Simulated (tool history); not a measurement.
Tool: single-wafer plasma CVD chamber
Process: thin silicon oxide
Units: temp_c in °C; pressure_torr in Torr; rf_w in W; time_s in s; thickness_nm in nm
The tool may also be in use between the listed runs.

run,hour,temp_c,pressure_torr,rf_w,time_s,thickness_nm
1,0,385,0.565,285,2.63,3.5175
2,8.7,392,0.565,285,2.63,3.5108
3,9.9,392,0.585,285,2.63,3.6283
4,12.3,392,0.517,285,2.63,3.2289
5,13.8,392,0.55,285,2.63,3.4277
6,19.7,392,0.55,285,2.51,3.2559
7,24.8,392,0.581,285,2.51,3.4368
8,26.7,392,0.606,285,2.51,3.5747
9,35.5,392,0.627,285,2.51,3.7073

Forecast run 10:
10,39.9,392,0.643,285,2.51,?

thickness_nm: 3.8098 nm
